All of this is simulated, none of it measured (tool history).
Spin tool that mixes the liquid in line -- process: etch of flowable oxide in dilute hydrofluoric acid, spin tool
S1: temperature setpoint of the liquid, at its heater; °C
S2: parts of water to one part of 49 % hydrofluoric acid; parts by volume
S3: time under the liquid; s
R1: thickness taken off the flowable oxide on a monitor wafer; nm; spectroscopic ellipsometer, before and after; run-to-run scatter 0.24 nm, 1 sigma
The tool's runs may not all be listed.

run    day    S1   S2  S3      R1
  1      0    23  140  50  14.673
  2  0.325    23  140  50  14.492
  3  0.588  26.5  140  50  17.189
  4  0.938  26.5  140  50  16.791
  5  1.121    24  140  50  15.215
  6  1.396  22.5  140  50  14.411
  7    1.6  23.5  135  50  15.675
  8  1.808    24  135  50  16.117
  9  1.904  24.5  135  50    16.3
 10  2.129    25  135  50  16.445
 11  2.183  25.5  130  50  17.794
 12  2.288    26  130  50  18.485
 13   2.35  26.5  130  50  18.422

What will run 14 give?
     2.688  -- hydrofluoric acid flow meter replaced
 14  2.688  27  130  50   ?

R1: 17.224 nm

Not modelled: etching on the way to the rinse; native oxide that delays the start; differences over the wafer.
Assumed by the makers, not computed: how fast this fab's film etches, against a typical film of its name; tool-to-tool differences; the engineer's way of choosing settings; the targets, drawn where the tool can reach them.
